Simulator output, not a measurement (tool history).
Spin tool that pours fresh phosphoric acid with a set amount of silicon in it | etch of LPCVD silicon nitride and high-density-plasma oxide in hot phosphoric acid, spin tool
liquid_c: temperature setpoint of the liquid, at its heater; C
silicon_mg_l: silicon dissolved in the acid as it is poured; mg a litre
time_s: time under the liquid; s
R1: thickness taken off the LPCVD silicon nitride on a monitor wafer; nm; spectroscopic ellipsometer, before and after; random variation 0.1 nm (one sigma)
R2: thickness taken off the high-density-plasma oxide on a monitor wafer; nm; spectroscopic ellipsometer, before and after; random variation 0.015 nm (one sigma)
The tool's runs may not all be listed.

run 1 hour=0.0 | liquid_c=160.0 silicon_mg_l=29.5 time_s=180 | R1=14.795 R2=0.32005
run 2 hour=4.1 | liquid_c=161.0 silicon_mg_l=29.5 time_s=180 | R1=15.290 R2=0.28461
run 3 hour=11.7 | liquid_c=161.5 silicon_mg_l=31.5 time_s=180 | R1=15.522 R2=0.27648
run 4 hour=15.1 | liquid_c=162.0 silicon_mg_l=34.0 time_s=180 | R1=15.886 R2=0.22833
run 5 hour=18.9 | liquid_c=162.5 silicon_mg_l=35.0 time_s=180 | R1=16.147 R2=0.29518
run 6 hour=26.9 | liquid_c=163.5 silicon_mg_l=35.0 time_s=180 | R1=16.586 R2=0.29770

The next listed run, before its measurement:
run 7 hour=35.0 | liquid_c=163.5 silicon_mg_l=37.5 time_s=185 | R1=? R2=?

{"run 7": {"R1": 17.179, "R2": 0.26503}}
